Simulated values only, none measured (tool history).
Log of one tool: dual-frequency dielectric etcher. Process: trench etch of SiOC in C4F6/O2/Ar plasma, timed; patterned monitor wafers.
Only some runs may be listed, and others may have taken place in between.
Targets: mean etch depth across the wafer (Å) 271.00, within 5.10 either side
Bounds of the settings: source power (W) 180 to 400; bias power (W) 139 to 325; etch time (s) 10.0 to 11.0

run  hour  source power (W)  bias power (W)  etch time (s)  mean etch depth across the wafer (Å)
  1   0.0               290             232           11.0                                237.89
  2   6.7               290             232           10.0                                217.19
  3  10.9               290             232           11.0                                238.51
  4  17.1               290             257           11.0                                248.76
  5  19.7               270             257           11.0                                240.20
  6  25.4               290             259           11.0                                249.40
  7  26.4               300             260           11.0                                253.02
  8  31.3               310             261           11.0                                256.52
  9  38.7               320             262           11.0                                261.14
 10  45.0               330             263           11.0                                265.51

Below are 5 possible settings for the next run. Only one of them brings all results inside the allowed miss of their targets. Which is it?
  A  51.3               330             253           11.0                                     ?
  B  51.3               360             283           11.0                                     ?
  C  51.3               320             291           11.0                                     ?
  D  51.3               350             256           10.5                                     ?
  E  51.3               320             258           11.0                                     ?

move  mean etch depth across the wafer (Å)
   A                                261.72
   B                                284.20
   C                                272.62
   D                                257.69
   E                                260.08
A: lands further from the targets than the last run did
B: pushes the last run's worst result past its target
C: meets every target
D: lands further from the targets than the last run did
E: lands further from the targets than the last run did
Move C is the one to make.
